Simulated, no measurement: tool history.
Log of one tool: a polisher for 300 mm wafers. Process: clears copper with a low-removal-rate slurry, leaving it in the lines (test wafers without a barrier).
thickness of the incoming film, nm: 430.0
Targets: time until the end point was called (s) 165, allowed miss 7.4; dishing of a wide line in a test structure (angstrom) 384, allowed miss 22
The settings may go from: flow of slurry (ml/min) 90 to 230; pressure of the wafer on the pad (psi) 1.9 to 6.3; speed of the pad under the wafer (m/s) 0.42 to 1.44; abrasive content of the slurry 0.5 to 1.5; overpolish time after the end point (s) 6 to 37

run,hour,flow of slurry (ml/min),pressure of the wafer on the pad (psi),speed of the pad under the wafer (m/s),abrasive content of the slurry,overpolish time after the end point (s),time until the end point was called (s),dishing of a wide line in a test structure (angstrom)
1,0,150,4.1,0.92,1,19,108.38,463.57
2,5.2,150,3.9,0.92,1,19,112.55,434.52
3,8.3,150,3.7,0.92,1,20,118.88,438.99
4,13.1,125,3.7,0.92,1,20,125.06,418.34
5,17.8,140,3.7,0.92,1,20,122.93,425.14
6,26.3,135,3.6,0.92,1,20,121.34,428.41
# hour 27.7: slurry nozzle cleaned
7,27.7,135,3.4,0.92,1,20,126.42,409.62
8,35.7,135,3.3,0.92,1,21,131.33,420.99
9,37.9,135,3.2,0.92,1,21,131.76,408.31
10,39.2,135,3.1,0.92,1,21,140.37,409.88
11,42.2,135,3,0.92,1,21,142.45,388.46
12,49.1,135,2.9,0.92,1,21,147.36,385.1

Which of these 4 next moves meets every target?
A,56,175,2.6,1.02,1.05,20,?,?
B,56,120,3.3,0.96,1,21,?,?
C,56,160,2.9,0.74,0.8,25,?,?
D,56,145,2.4,1.04,0.8,24,?,?

move,time until the end point was called (s),dishing of a wide line in a test structure (angstrom)
A,140.45,382.79
B,127.95,429.41
C,176.24,384.27
D,162.56,390.66
A: further off than the last run
B: further off than the last run
C: takes the result that was furthest off past its target
D: meets every target
The right move is D.

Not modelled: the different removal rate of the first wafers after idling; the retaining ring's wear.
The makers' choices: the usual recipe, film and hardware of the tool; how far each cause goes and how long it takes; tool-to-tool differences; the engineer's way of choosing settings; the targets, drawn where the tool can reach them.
